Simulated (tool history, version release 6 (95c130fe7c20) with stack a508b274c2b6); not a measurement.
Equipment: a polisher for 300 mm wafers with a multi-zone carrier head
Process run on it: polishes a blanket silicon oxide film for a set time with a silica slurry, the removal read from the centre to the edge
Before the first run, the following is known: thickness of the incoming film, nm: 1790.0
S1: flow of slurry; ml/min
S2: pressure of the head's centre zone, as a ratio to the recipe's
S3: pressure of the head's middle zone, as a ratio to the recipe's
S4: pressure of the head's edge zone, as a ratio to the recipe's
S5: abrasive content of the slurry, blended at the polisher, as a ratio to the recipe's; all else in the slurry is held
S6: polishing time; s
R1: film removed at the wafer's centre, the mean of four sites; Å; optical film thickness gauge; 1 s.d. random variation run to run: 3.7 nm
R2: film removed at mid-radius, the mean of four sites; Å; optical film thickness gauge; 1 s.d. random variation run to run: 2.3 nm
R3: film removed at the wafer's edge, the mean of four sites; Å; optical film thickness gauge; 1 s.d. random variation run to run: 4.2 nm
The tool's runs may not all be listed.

run    day   S1    S2    S3    S4    S5  S6      R1      R2      R3
  1      0  210     1     1     1     1  86  2364.6  2388.6  2525.4
  2  0.246  220  1.03  1.03  1.01  1.05  86  2606.1  2541.2  2576.4
  3  0.412  225  1.03  1.05  1.03   1.1  86  2614.9  2636.4    2725
  4  0.658  225  1.03  1.05  1.03   1.2  86  2688.1  2746.9  2768.2
  5  0.854  225  1.03  1.02  1.03   1.2  86    2721  2662.5  2851.1
  6  1.179  235  1.05  1.05  1.04   1.2  86  2744.4  2750.5  2864.6
  7  1.371  240  1.07  1.07  1.04  1.25  86  2924.9  2871.2  2846.9

What will run 8 give?
  8  1.492  245  1.08  1.09  1.05  1.25  86   ?   ?   ?

Run 8 yielded R1 2869.5 Å, R2 2916.2 Å, R3 2790.6 Å.
